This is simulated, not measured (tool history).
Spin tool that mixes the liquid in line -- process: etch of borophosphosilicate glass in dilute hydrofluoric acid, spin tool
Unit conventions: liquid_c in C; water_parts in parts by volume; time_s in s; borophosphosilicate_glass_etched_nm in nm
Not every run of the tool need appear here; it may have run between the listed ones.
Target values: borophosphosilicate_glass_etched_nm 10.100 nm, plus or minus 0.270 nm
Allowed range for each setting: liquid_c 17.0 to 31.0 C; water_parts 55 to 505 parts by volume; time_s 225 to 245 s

run  hour  liquid_c  water_parts  time_s  borophosphosilicate_glass_etched_nm
  1   0.0      23.0          280     225                               17.879
  2   2.6      20.0          280     225                               16.214
  3   7.4      20.0          280     225                               16.010
  4  16.2      19.0          305     225                               14.024
  5  19.5      18.5          325     225                               12.732
  6  23.2      18.0          340     225                               11.680
  7  25.4      17.5          350     225                               11.039
  8  32.5      17.5          355     225                               10.825

Which one of the following 4 next-run settings gets every result inside its allowed miss? There is exactly one.
  A  39.6      18.0          410     245                                    ?
  B  39.6      17.0          390     225                                    ?
  C  39.6      19.0          365     225                                    ?
  D  39.6      17.0          330     230                                    ?

move  borophosphosilicate_glass_etched_nm
   A                                9.974
   B                                9.437
   C                               11.057
   D                               11.960
A: meets every target
B: pushes the last run's worst result past its target
C: moves away from the targets compared with the last run
D: moves away from the targets compared with the last run
The move that meets every target is A.

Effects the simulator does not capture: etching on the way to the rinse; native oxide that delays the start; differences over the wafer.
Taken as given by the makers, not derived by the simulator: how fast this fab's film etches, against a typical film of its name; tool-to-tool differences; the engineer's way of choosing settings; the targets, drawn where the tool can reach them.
